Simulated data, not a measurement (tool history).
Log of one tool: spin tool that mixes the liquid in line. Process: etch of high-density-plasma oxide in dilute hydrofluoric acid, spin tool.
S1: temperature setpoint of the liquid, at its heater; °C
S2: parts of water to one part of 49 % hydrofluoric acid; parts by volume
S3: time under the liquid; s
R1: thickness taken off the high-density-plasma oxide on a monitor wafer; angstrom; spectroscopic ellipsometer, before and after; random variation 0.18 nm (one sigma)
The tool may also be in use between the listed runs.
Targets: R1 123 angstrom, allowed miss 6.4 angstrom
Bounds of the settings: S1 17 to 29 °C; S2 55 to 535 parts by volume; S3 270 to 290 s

run  hour    S1   S2   S3      R1
  1     0    21  295  270  39.527
  2   0.7    21  295  270  39.626
  3   5.4    22  255  270  49.441
  4     7    23  225  270  58.235
  5   9.5  21.5  225  270  58.256
  6  14.7  21.5  265  270  47.245
  7  22.9    22  230  270  57.311
  8  30.4  22.5  205  270  66.722
  9  35.3    23  185  270  76.637
 10  42.1  23.5  170  270  85.328
 11  45.6  24.5  160  270  93.661
 12  50.5    25  155  270   101.1

4 next moves are on the table. One of them brings every result within its allowed miss. Which?
  A  55.4  26.5  200  270   ?
  B  55.4  28.5  200  270   ?
  C  55.4  23.5  175  270   ?
  D  55.4  25.5  135  275   ?

move      R1
   A  77.551
   B  83.265
   C  81.595
   D  121.68
A: further off than the last run
B: further off than the last run
C: further off than the last run
D: meets every target
Answer: D
